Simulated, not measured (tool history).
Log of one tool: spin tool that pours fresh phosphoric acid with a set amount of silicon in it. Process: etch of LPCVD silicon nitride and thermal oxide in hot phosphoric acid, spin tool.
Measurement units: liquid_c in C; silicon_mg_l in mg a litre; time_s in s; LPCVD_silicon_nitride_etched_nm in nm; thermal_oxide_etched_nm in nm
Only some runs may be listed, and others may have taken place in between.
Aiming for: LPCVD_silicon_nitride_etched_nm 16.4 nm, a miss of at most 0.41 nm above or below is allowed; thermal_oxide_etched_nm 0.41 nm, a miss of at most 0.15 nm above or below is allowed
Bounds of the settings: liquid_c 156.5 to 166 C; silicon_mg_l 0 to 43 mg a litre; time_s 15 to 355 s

| run | hour | liquid_c | silicon_mg_l | time_s | LPCVD_silicon_nitride_etched_nm | thermal_oxide_etched_nm |
|---|---|---|---|---|---|---|
| 1 | 0 | 161 | 19 | 180 | 12.968 | 0.32565 |
| 2 | 3.6 | 162 | 20.5 | 185 | 13.777 | 0.29754 |
| 3 | 8.1 | 162 | 29 | 185 | 13.913 | 0.27916 |
| 4 | 10.8 | 160.5 | 29 | 185 | 12.992 | 0.20865 |
| 5 | 19.1 | 161.5 | 29 | 185 | 13.64 | 0.24158 |
| 6 | 27.8 | 161.5 | 20 | 185 | 13.483 | 0.30027 |
| 7 | 29.5 | 162.5 | 20.5 | 190 | 14.27 | 0.35897 |
| 8 | 37.8 | 163 | 22.5 | 195 | 15.064 | 0.41103 |
| 9 | 46.1 | 163.5 | 25 | 195 | 15.169 | 0.37469 |
| 10 | 47.5 | 164 | 26 | 195 | 15.489 | 0.31096 |
| 11 | 54.4 | 164.5 | 24.5 | 195 | 15.739 | 0.39919 |
| 12 | 60.7 | 164.5 | 25 | 195 | 15.683 | 0.38684 |
| 13 | 66.5 | 165 | 25.5 | 195 | 15.989 | 0.43977 |
| 14 | 68.9 | 165 | 26.5 | 195 | 15.926 | 0.36897 |
| 15 | 70.9 | 165 | 26 | 195 | 15.993 | 0.37533 |
| 16 | 78.9 | 165 | 25.5 | 195 | 15.934 | 0.38392 |

4 next moves are on the table. One of them brings every result within its allowed miss. Which?
| A | 86.9 | 165.5 | 16 | 185 | ? | ? |
| B | 86.9 | 166 | 20.5 | 180 | ? | ? |
| C | 86.9 | 163.5 | 23 | 195 | ? | ? |
| D | 86.9 | 164.5 | 23.5 | 205 | ? | ? |

| move | LPCVD_silicon_nitride_etched_nm | thermal_oxide_etched_nm |
|---|---|---|
| A | 15.502 | 0.45744 |
| B | 15.332 | 0.40819 |
| C | 15.3 | 0.34217 |
| D | 16.623 | 0.38081 |
A: its largest miss is bigger than the last run's
B: its largest miss is bigger than the last run's
C: its largest miss is bigger than the last run's
D: each result inside its tolerance
Go with D: it meets all targets.
